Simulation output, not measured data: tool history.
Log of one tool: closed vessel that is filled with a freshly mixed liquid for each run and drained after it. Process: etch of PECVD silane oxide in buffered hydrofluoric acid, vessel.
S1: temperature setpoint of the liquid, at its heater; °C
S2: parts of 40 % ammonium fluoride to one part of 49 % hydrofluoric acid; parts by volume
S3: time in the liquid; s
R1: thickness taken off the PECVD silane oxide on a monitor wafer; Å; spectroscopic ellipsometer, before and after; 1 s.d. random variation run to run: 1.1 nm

run    day    S1   S2  S3      R1
  1  0.000  23.0  9.0  85  1443.8
  2  0.088  24.5  9.0  85  1572.7
  3  0.371  25.5  9.0  85  1666.1
  4  0.717  26.5  9.0  85  1738.9
  5  0.767  24.0  9.0  85  1539.7
  6  1.000  24.0  9.0  95  1703.8
  7  1.296  25.0  9.0  95  1804.3
  8  1.371  25.5  9.0  95  1853.4
  9  1.575  26.0  9.0  95  1923.0

The next listed run, before its measurement:
 10  1.896  26.0  9.0  95   ?

Run 10 yielded R1 1919.8 Å.
